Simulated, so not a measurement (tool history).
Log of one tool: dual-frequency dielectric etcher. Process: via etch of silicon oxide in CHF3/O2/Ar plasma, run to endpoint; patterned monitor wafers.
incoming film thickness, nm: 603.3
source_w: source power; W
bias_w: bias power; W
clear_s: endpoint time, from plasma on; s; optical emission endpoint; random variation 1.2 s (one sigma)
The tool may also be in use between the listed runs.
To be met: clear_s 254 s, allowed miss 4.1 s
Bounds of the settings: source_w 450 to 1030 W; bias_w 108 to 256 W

run  hour  source_w  bias_w  clear_s
  1     0       740     182   286.32
  2   6.5       690     182   294.52
  3  13.4       750     182   284.63
  4  21.5       750     196   279.09
  5  22.7       750     175   285.81
  6  31.4       800     177   279.32
  7  32.3       840     179    271.5
  8  38.3       870     180   266.21

Which of these 5 next moves meets every target?
  A  44.3       900     179        ?
  B  44.3       860     186        ?
  C  44.3       810     161        ?
  D  44.3      1030     161        ?
  E  44.3       880     188        ?

move  clear_s
   A   264.43
   B   267.41
   C   282.72
   D   255.15
   E    264.2
A: nearer than the last run, and not there yet
B: further off than the last run
C: further off than the last run
D: meets every target
E: nearer than the last run, and not there yet
The right move is D.

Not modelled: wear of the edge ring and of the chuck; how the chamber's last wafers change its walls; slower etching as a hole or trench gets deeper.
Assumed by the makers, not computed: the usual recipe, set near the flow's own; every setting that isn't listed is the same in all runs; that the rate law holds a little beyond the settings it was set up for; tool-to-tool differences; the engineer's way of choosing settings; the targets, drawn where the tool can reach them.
